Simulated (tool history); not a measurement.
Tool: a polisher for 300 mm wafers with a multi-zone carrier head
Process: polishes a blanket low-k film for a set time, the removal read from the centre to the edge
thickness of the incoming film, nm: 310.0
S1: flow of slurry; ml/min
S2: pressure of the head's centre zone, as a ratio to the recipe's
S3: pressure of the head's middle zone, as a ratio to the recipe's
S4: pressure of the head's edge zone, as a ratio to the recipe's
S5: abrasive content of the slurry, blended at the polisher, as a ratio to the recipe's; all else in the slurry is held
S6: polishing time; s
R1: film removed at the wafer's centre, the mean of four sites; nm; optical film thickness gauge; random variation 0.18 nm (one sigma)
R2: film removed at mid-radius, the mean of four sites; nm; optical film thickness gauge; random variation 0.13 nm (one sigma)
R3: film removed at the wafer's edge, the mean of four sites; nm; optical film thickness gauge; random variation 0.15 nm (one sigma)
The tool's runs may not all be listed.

run,hour,S1,S2,S3,S4,S5,S6,R1,R2,R3
1,0,165,1,1,1,1,41,12.107,12.468,12.27
2,8.7,130,1,1,1,1,41,11.717,11.964,12.18
3,9.3,135,1.03,0.99,0.98,0.95,41,11.946,11.804,11.716
4,11.6,135,1.05,0.97,0.96,0.9,41,11.826,11.386,11.478
5,16.4,135,1.05,0.97,0.96,0.9,46,13.319,12.755,12.675
6,18.6,135,1.05,0.97,0.96,0.9,55,15.772,15.543,15.477
# hour 23.6: worn pad replaced by a new one
7,23.6,140,1.07,0.95,0.95,0.8,53,17.564,16.189,16.476
8,31,135,1.09,0.93,0.93,0.95,51,18.33,15.972,17.041
9,38.3,135,1.1,0.94,0.95,0.85,48,16.627,14.309,15.374

Run 10 comes next. What will it give?
10,41.9,150,1.12,0.98,0.85,0.6,38,?,?,?

Run 10 gave R1 11.73 nm, R2 10.849 nm, R3 10.02 nm.
